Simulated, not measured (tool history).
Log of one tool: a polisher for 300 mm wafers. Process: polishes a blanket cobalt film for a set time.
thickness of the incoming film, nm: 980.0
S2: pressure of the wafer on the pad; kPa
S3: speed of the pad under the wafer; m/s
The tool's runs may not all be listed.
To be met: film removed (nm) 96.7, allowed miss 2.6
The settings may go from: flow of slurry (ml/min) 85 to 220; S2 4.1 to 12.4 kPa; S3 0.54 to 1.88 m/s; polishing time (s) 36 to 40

Run 1, hour 0: flow of slurry (ml/min) 140, S2 8.3 kPa, S3 1.2 m/s, polishing time (s) 40. Result: film removed (nm) 159.78.
Run 2, hour 1.4: flow of slurry (ml/min) 125, S2 8.3 kPa, S3 1.2 m/s, polishing time (s) 40. Result: film removed (nm) 154.43.
Run 3, hour 5.6: flow of slurry (ml/min) 115, S2 7.6 kPa, S3 1.2 m/s, polishing time (s) 40. Result: film removed (nm) 145.18.
Run 4, hour 9.2: flow of slurry (ml/min) 115, S2 6.9 kPa, S3 1.18 m/s, polishing time (s) 40. Result: film removed (nm) 135.73.
Run 5, hour 17.8: flow of slurry (ml/min) 110, S2 6.2 kPa, S3 1.14 m/s, polishing time (s) 40. Result: film removed (nm) 121.6.
Run 6, hour 26.4: flow of slurry (ml/min) 110, S2 6.2 kPa, S3 1.28 m/s, polishing time (s) 40. Result: film removed (nm) 136.62.
Run 7, hour 28.5: flow of slurry (ml/min) 110, S2 5.5 kPa, S3 1.22 m/s, polishing time (s) 40. Result: film removed (nm) 120.9.
Run 8, hour 32: flow of slurry (ml/min) 110, S2 4.8 kPa, S3 1.18 m/s, polishing time (s) 40. Result: film removed (nm) 111.67.
Run 9, hour 36.6: flow of slurry (ml/min) 105, S2 4.8 kPa, S3 1.16 m/s, polishing time (s) 40. Result: film removed (nm) 107.47.
Run 10, hour 45.3: flow of slurry (ml/min) 105, S2 4.8 kPa, S3 1.14 m/s, polishing time (s) 40. Result: film removed (nm) 107.23.

5 next moves are on the table. One of them brings every result within its allowed miss. Which?
Run A, hour 54: flow of slurry (ml/min) 95, S2 4.1 kPa, S3 1.22 m/s, polishing time (s) 40. Result: film removed (nm) ?.
Run B, hour 54: flow of slurry (ml/min) 105, S2 4.8 kPa, S3 1.22 m/s, polishing time (s) 40. Result: film removed (nm) ?.
Run C, hour 54: flow of slurry (ml/min) 90, S2 4.8 kPa, S3 1.16 m/s, polishing time (s) 39. Result: film removed (nm) ?.
Run D, hour 54: flow of slurry (ml/min) 115, S2 6.2 kPa, S3 0.9 m/s, polishing time (s) 39. Result: film removed (nm) ?.
Run E, hour 54: flow of slurry (ml/min) 100, S2 7.6 kPa, S3 0.96 m/s, polishing time (s) 36. Result: film removed (nm) ?.

move  film removed (nm)
   A             103.16
   B             113.87
   C             100.91
   D             96.603
   E             101.92
A: nearer than the last run, and not there yet
B: further off than the last run
C: nearer than the last run, and not there yet
D: meets every target
E: nearer than the last run, and not there yet
Answer: D
